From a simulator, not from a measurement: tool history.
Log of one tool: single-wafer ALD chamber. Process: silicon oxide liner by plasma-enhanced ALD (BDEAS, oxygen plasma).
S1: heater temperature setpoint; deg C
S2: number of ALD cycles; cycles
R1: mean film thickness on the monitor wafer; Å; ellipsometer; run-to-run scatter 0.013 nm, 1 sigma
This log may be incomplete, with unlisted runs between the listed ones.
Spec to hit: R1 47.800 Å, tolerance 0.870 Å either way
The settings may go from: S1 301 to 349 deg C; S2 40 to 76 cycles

run 1 hour=0.0 | S1=325 S2=58 | R1=56.494
run 2 hour=3.7 | S1=325 S2=55 | R1=53.898
run 3 hour=9.9 | S1=319 S2=55 | R1=54.385
run 4 hour=14.1 | S1=314 S2=55 | R1=54.982
run 5 hour=23.0 | S1=315 S2=54 | R1=53.662
run 6 hour=25.0 | S1=325 S2=54 | R1=52.790
run 7 hour=31.4 | S1=325 S2=53 | R1=52.080
run 8 hour=37.9 | S1=327 S2=50 | R1=48.732

Below are 5 possible settings for the next run. Only one of them brings all results inside the allowed miss of their targets. Which is it?
run A hour=44.4 | S1=325 S2=49 | R1=?
run B hour=44.4 | S1=317 S2=51 | R1=?
run C hour=44.4 | S1=318 S2=51 | R1=?
run D hour=44.4 | S1=301 S2=50 | R1=?
run E hour=44.4 | S1=322 S2=51 | R1=?

move=A R1=47.843
move=B R1=50.303
move=C R1=50.240
move=D R1=50.312
move=E R1=49.986
A: every result within its allowed miss
B: lands further from the targets than the last run did
C: lands further from the targets than the last run did
D: lands further from the targets than the last run did
E: lands further from the targets than the last run did
So the answer is move A, the one that meets all the targets.
